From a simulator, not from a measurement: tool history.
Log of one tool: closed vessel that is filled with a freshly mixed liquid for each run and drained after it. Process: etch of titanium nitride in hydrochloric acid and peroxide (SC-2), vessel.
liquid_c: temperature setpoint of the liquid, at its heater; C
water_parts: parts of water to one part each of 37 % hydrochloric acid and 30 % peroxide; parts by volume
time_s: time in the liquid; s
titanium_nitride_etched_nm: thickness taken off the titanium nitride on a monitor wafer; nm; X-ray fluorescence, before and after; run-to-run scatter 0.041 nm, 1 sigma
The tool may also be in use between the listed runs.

Run 1, hour 0: liquid_c 53 C, water_parts 7.5 parts by volume, time_s 200 s. Result: titanium_nitride_etched_nm 10.454 nm.
Run 2, hour 7.8: liquid_c 53 C, water_parts 7.5 parts by volume, time_s 140 s. Result: titanium_nitride_etched_nm 7.3383 nm.
Run 3, hour 9.6: liquid_c 51 C, water_parts 7.5 parts by volume, time_s 140 s. Result: titanium_nitride_etched_nm 6.4241 nm.
Run 4, hour 17.7: liquid_c 50 C, water_parts 7.5 parts by volume, time_s 140 s. Result: titanium_nitride_etched_nm 5.9399 nm.
Run 5, hour 19.7: liquid_c 50 C, water_parts 7.5 parts by volume, time_s 200 s. Result: titanium_nitride_etched_nm 8.526 nm.
Run 6, hour 21.5: liquid_c 47 C, water_parts 7.5 parts by volume, time_s 200 s. Result: titanium_nitride_etched_nm 6.9641 nm.
Run 7, hour 28.4: liquid_c 45 C, water_parts 7.5 parts by volume, time_s 200 s. Result: titanium_nitride_etched_nm 6.1184 nm.
Run 8, hour 36.4: liquid_c 45 C, water_parts 7.5 parts by volume, time_s 200 s. Result: titanium_nitride_etched_nm 6.1221 nm.

What does the tool deliver on the next run?
Run 9, hour 39.8: liquid_c 45 C, water_parts 7.5 parts by volume, time_s 200 s. Result: titanium_nitride_etched_nm ?.

{"run 9": {"titanium_nitride_etched_nm": 6.1561}}

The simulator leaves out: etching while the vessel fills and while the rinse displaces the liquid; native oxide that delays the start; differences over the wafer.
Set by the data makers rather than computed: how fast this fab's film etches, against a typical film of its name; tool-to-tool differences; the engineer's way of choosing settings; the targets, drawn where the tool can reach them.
